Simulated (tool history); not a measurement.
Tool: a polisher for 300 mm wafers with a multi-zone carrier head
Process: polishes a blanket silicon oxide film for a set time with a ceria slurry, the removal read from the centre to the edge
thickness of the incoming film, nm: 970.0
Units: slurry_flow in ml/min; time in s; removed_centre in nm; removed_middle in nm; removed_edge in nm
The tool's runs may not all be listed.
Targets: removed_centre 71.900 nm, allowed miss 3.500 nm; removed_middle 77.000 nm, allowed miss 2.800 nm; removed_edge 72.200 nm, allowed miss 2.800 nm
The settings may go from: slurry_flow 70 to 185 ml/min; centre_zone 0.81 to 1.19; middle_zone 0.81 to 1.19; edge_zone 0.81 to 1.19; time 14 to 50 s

Run 1, hour 0.0: slurry_flow 120 ml/min, centre_zone 1.00, middle_zone 1.00, edge_zone 1.00, time 32 s. Result: removed_centre 127.650 nm, removed_middle 125.260 nm, removed_edge 121.480 nm.
Run 2, hour 1.4: slurry_flow 115 ml/min, centre_zone 0.98, middle_zone 1.00, edge_zone 0.97, time 29 s. Result: removed_centre 113.010 nm, removed_middle 112.880 nm, removed_edge 109.340 nm.
Run 3, hour 6.1: slurry_flow 115 ml/min, centre_zone 0.91, middle_zone 1.00, edge_zone 0.97, time 29 s. Result: removed_centre 100.620 nm, removed_middle 111.510 nm, removed_edge 108.360 nm.
Run 4, hour 12.3: slurry_flow 115 ml/min, centre_zone 0.91, middle_zone 1.00, edge_zone 0.94, time 26 s. Result: removed_centre 91.454 nm, removed_middle 98.951 nm, removed_edge 96.540 nm.
Run 5, hour 13.3: slurry_flow 115 ml/min, centre_zone 0.91, middle_zone 1.01, edge_zone 0.92, time 24 s. Result: removed_centre 83.378 nm, removed_middle 92.302 nm, removed_edge 88.463 nm.
Run 6, hour 18.0: slurry_flow 115 ml/min, centre_zone 0.83, middle_zone 1.01, edge_zone 0.92, time 24 s. Result: removed_centre 75.404 nm, removed_middle 94.452 nm, removed_edge 88.186 nm.
Run 7, hour 20.0: slurry_flow 115 ml/min, centre_zone 0.83, middle_zone 1.01, edge_zone 0.92, time 24 s. Result: removed_centre 76.160 nm, removed_middle 92.537 nm, removed_edge 88.002 nm.
Run 8, hour 22.5: slurry_flow 115 ml/min, centre_zone 0.83, middle_zone 1.01, edge_zone 0.92, time 24 s. Result: removed_centre 74.069 nm, removed_middle 92.150 nm, removed_edge 88.040 nm.
Run 9, hour 23.2: slurry_flow 110 ml/min, centre_zone 0.85, middle_zone 1.01, edge_zone 0.90, time 23 s. Result: removed_centre 73.322 nm, removed_middle 88.218 nm, removed_edge 83.765 nm.
Run 10, hour 31.3: slurry_flow 105 ml/min, centre_zone 0.87, middle_zone 1.01, edge_zone 0.88, time 22 s. Result: removed_centre 71.326 nm, removed_middle 82.004 nm, removed_edge 78.076 nm.

Which of these 5 next moves meets every target?
Run A, hour 39.4: slurry_flow 70 ml/min, centre_zone 0.84, middle_zone 0.81, edge_zone 0.87, time 26 s. Result: removed_centre ?, removed_middle ?, removed_edge ?.
Run B, hour 39.4: slurry_flow 100 ml/min, centre_zone 0.81, middle_zone 0.90, edge_zone 0.95, time 24 s. Result: removed_centre ?, removed_middle ?, removed_edge ?.
Run C, hour 39.4: slurry_flow 110 ml/min, centre_zone 0.93, middle_zone 1.10, edge_zone 0.81, time 20 s. Result: removed_centre ?, removed_middle ?, removed_edge ?.
Run D, hour 39.4: slurry_flow 120 ml/min, centre_zone 0.93, middle_zone 0.99, edge_zone 0.87, time 20 s. Result: removed_centre ?, removed_middle ?, removed_edge ?.
Run E, hour 39.4: slurry_flow 105 ml/min, centre_zone 0.81, middle_zone 1.02, edge_zone 0.90, time 23 s. Result: removed_centre ?, removed_middle ?, removed_edge ?.

move  removed_centre  removed_middle  removed_edge
   A          68.072          69.260        84.367
   B          71.643          80.356        87.795
   C          71.050          81.589        70.571
   D          72.950          76.382        73.522
   E          69.929          86.838        83.308
A: further off than the last run
B: further off than the last run
C: brings the result that was furthest off to its target, and leaves another outside
D: meets every target
E: further off than the last run
Answer: D
